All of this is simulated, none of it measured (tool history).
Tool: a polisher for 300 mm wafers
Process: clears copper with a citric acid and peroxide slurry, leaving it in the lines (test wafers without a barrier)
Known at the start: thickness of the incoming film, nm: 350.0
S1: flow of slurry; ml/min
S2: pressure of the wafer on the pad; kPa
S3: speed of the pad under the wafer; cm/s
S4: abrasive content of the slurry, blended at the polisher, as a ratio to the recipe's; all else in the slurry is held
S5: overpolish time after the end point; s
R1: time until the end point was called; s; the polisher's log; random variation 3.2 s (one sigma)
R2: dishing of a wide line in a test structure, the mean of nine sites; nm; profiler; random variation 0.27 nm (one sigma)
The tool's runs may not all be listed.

run,hour,S1,S2,S3,S4,S5,R1,R2
1,0.0,230,18.6,134,1.00,27,142.72,45.557
2,7.0,230,16.5,136,1.00,23,157.35,35.613
3,12.6,230,16.5,136,1.00,31,154.59,46.086
4,18.8,225,15.2,140,0.95,27,165.12,37.678
5,27.5,225,15.2,140,1.05,27,160.20,40.271
6,36.3,250,13.8,144,0.95,23,174.44,32.673
7,45.0,230,13.1,150,0.85,20,175.27,27.703
8,50.4,210,12.4,154,0.80,18,185.15,25.738
9,54.5,240,11.7,156,0.75,16,190.32,22.269
10,58.3,265,11.0,160,0.70,14,195.42,18.533
11,59.1,275,11.0,160,0.65,13,201.13,17.158
12,64.0,285,11.0,160,0.60,12,204.80,15.714

Forecast run 13:
13,67.6,295,11.0,160,0.60,11,?,?

R1: 201.65 s
R2: 14.577 nm
